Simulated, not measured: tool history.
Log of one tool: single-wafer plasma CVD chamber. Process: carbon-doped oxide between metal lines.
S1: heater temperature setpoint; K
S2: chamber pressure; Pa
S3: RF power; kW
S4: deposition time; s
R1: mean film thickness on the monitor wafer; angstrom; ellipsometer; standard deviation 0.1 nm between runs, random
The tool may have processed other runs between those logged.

run    day      S1   S2     S3   S4      R1
  1      0  603.15  919  0.645  9.1  605.85
  2  0.071  594.15  919  0.645  9.1   621.7
  3  0.233  594.15  919   0.56  9.1  569.45
  4  0.604  594.15  755   0.56  9.1  561.61
  5  0.908  597.15  728  0.545  9.1  545.54
  6  1.025  597.15  635  0.545  9.1  539.86
  7  1.171  600.15  617   0.54  9.1  526.65

What will run 8 give?
  8  1.546  602.15  603  0.535  9.1   ?

Run 8 produced R1 521.61 angstrom.
